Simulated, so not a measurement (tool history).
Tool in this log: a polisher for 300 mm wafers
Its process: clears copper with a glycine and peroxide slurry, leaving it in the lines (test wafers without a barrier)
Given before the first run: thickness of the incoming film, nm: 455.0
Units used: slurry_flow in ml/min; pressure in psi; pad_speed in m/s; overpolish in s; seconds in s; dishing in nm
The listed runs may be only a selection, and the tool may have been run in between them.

run	day	slurry_flow	pressure	pad_speed	overpolish	seconds	dishing
1	0.000	205	2.5	1.10	20	89.068	71.620
2	0.117	205	2.7	1.10	21	83.730	78.212
3	0.458	205	2.8	1.10	22	80.114	84.756
4	0.721	205	2.9	1.10	23	78.055	87.802
5	0.771	160	2.9	1.10	23	83.023	84.973
6	0.812	160	2.9	1.00	23	88.865	81.790
7	0.925	170	3.0	1.00	24	84.395	86.662
8	1.262	170	3.0	1.00	24	85.223	86.649
9	1.408	175	3.1	1.00	25	82.932	91.351
10	1.650	180	3.2	1.02	25	79.095	94.798
11	1.962	185	3.3	1.04	25	75.334	96.133
12	1.996	190	3.4	1.06	26	72.124	105.870
13	2.146	195	3.5	1.06	26	70.001	108.030

Predict the results of run 14:
14	2.196	200	3.6	1.06	26	?	?

seconds: 67.575 s
dishing: 110.950 nm
